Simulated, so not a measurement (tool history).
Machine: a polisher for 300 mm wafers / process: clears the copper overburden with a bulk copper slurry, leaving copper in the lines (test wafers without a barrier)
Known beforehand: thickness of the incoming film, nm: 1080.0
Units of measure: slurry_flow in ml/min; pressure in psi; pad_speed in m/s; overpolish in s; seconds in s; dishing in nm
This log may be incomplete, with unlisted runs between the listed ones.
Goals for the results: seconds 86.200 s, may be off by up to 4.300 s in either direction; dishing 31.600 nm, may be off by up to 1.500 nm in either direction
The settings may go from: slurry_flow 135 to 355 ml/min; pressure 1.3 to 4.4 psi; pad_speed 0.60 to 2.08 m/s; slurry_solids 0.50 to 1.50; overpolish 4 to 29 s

| run | hour | slurry_flow | pressure | pad_speed | slurry_solids | overpolish | seconds | dishing |
|---|---|---|---|---|---|---|---|---|
| 1 | 0.0 | 225 | 2.8 | 1.34 | 1.00 | 15 | 77.229 | 38.743 |
| 2 | 6.5 | 195 | 2.8 | 1.34 | 1.00 | 15 | 78.895 | 39.178 |
| 3 | 15.2 | 195 | 2.4 | 1.34 | 1.00 | 15 | 91.597 | 37.991 |
| 4 | 20.0 | 195 | 2.4 | 1.34 | 0.80 | 15 | 92.857 | 36.924 |
| 5 | 21.0 | 220 | 2.3 | 1.40 | 0.75 | 13 | 94.692 | 37.635 |
| 6 | 27.7 | 205 | 2.3 | 1.44 | 0.70 | 16 | 95.144 | 38.135 |
| 7 | 28.8 | 190 | 2.3 | 1.38 | 0.85 | 14 | 94.623 | 36.806 |
| 8 | 36.4 | 135 | 1.7 | 1.52 | 1.10 | 7 | 117.510 | 27.085 |
| 9 | 41.2 | 150 | 1.8 | 1.52 | 1.10 | 7 | 110.530 | 28.192 |
| 10 | 45.8 | 215 | 2.3 | 1.56 | 1.10 | 11 | 77.729 | 36.631 |
| 11 | 51.7 | 205 | 2.3 | 1.56 | 1.10 | 10 | 77.490 | 36.343 |
|  | 60.3 | slurry nozzle cleaned |
| 12 | 60.3 | 195 | 2.3 | 1.56 | 1.10 | 10 | 74.218 | 36.910 |
| 13 | 69.3 | 190 | 2.3 | 1.56 | 1.10 | 9 | 75.399 | 35.597 |
| 14 | 71.1 | 180 | 2.3 | 1.56 | 1.10 | 9 | 75.143 | 35.672 |

Exactly one of the 4 candidate moves below puts every result within its allowed miss. Which one?
| A | 72.9 | 170 | 2.0 | 1.52 | 1.35 | 7 | ? | ? |
| B | 72.9 | 185 | 2.3 | 1.54 | 1.00 | 11 | ? | ? |
| C | 72.9 | 285 | 2.3 | 1.18 | 1.00 | 15 | ? | ? |
| D | 72.9 | 175 | 2.1 | 1.30 | 1.05 | 8 | ? | ? |

| move | seconds | dishing |
|---|---|---|
| A | 85.828 | 31.441 |
| B | 78.551 | 36.267 |
| C | 96.230 | 36.756 |
| D | 100.300 | 31.335 |
A: meets every target
B: its largest miss is bigger than the last run's
C: its largest miss is bigger than the last run's
D: puts the biggest miss on target and leaves a different result outside tolerance
A meets every target.
